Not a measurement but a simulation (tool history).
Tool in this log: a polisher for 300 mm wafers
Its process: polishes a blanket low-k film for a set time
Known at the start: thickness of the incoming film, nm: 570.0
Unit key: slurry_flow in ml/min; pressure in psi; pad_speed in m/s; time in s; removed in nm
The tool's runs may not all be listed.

run	hour	slurry_flow	pressure	pad_speed	slurry_solids	time	removed
1	0.0	300	1.2	0.94	1.0	56	11.447
2	6.2	355	1.2	0.94	1.0	56	11.469
3	7.6	355	1.3	0.94	1.0	56	12.424
4	11.3	355	1.3	0.94	1.0	56	12.180
5	14.9	355	1.2	0.94	1.0	56	11.879
6	17.6	390	1.2	0.94	1.0	56	11.837
7	20.9	390	1.3	0.94	1.0	56	12.543
8	22.6	390	1.4	0.94	1.0	56	13.288

Predict the results of run 9:
9	29.1	390	1.5	0.94	1.0	56	?

removed: 13.992 nm
